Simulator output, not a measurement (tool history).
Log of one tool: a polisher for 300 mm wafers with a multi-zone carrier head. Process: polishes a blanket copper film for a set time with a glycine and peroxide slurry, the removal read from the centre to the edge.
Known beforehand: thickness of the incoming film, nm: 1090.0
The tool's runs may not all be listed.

run,hour,flow of slurry (ml/min),pressure of the head's centre zone,pressure of the head's middle zone,pressure of the head's edge zone,polishing time (s),film removed at the wafer's centre (Å),film removed at mid-radius (Å),film removed at the wafer's edge (Å)
1,0.0,195,1.00,1.00,1.00,66,2546.9,2460.1,2460.1
2,8.2,190,0.97,0.99,0.97,60,2201.3,2173.1,2163.6
3,10.9,190,0.97,0.99,0.97,71,2650.7,2584.3,2517.6
4,15.9,180,0.94,0.97,0.94,65,2291.7,2301.0,2275.7
5,21.6,175,0.93,0.96,0.92,60,2127.2,2103.0,2120.7
6,29.4,195,0.93,0.96,0.92,60,2193.0,2153.8,2158.2
7,36.2,145,0.83,0.93,0.82,42,1336.7,1386.2,1401.8

What will run 8 give?
8,41.1,150,0.83,0.93,0.82,42,?,?,?

film removed at the wafer's centre (Å): 1350.0
film removed at mid-radius (Å): 1398.4
film removed at the wafer's edge (Å): 1374.5
